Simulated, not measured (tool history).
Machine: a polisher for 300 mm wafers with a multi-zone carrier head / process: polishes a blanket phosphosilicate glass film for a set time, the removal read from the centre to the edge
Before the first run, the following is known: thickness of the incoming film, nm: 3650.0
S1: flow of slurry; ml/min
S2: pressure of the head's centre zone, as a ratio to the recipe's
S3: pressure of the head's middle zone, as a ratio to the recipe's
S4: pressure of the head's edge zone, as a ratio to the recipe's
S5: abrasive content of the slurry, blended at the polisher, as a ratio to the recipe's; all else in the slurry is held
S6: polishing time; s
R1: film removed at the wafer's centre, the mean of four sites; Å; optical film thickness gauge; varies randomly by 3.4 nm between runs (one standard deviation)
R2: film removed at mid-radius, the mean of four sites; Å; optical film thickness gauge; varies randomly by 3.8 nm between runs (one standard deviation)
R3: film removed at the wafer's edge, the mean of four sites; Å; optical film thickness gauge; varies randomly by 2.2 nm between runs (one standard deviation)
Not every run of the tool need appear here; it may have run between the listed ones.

run    day   S1    S2    S3    S4    S5  S6      R1      R2      R3
  1      0  240     1     1     1     1  61  4588.6  4622.6  4531.5
  2  0.329  235  0.99  0.99  0.99  0.95  61  4416.7  4393.4  4334.2
  3  0.646  235  0.99  0.99  0.99  0.95  52  3816.4    3784  3721.3
  4  0.858  230  0.98  0.99  0.99  0.95  52  3686.5  3771.5  3678.2
  5  1.133  225  0.98  0.99  0.99  0.95  52  3742.8  3815.7  3663.7
  6  1.358  225  0.98  0.99  1.08  0.95  52    3693  3734.9    3801

Run 7 has not been measured yet. What should we expect?
  7  1.683  220  0.97  0.99  1.07  0.95  52   ?   ?   ?

R1: 3606.3 Å
R2: 3782.7 Å
R3: 3799 Å
